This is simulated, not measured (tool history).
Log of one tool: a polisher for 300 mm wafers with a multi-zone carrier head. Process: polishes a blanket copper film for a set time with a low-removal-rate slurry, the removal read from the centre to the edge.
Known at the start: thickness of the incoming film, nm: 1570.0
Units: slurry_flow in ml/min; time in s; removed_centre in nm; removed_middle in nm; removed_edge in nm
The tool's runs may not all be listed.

run,hour,slurry_flow,centre_zone,middle_zone,edge_zone,slurry_solids,time,removed_centre,removed_middle,removed_edge
1,0,150,1,1,1,1,56,130.56,128.35,127.81
2,8.8,150,1,1,1,1,63,142.67,143.43,144.39
3,12.6,135,1,1,1,1,63,139.86,139.46,143.36
4,16.6,135,0.93,1,1,1,63,130.22,138.48,142.64
5,24.5,115,0.93,1,1,1,63,126.92,136.69,140.67
6,27.1,115,0.93,0.97,1,1,63,131.3,130.99,139.13
7,35.3,110,0.91,0.95,1,0.95,59,114.35,119.1,129.06
8,41.5,105,0.93,0.93,0.99,0.9,55,107.39,108.08,116.99
9,47,105,0.94,0.91,1,0.85,52,103.73,100.93,110.47
10,50.1,105,0.95,0.89,1.01,0.8,49,95.719,90.718,103.33
11,54,105,0.96,0.88,1,0.75,47,90.198,87.149,98.393
12,55,105,0.98,0.87,1,0.7,45,87.355,83.2,92.356
13,57.5,105,0.99,0.86,1.01,0.7,44,87.927,80.353,92.474
14,61.3,95,1.01,0.81,0.96,0.5,37,69.286,61.129,69.555

Forecast run 15:
15,64.3,100,1.02,0.81,0.98,0.5,37,?,?,?

removed_centre: 72.177 nm
removed_middle: 59.557 nm
removed_edge: 72.992 nm
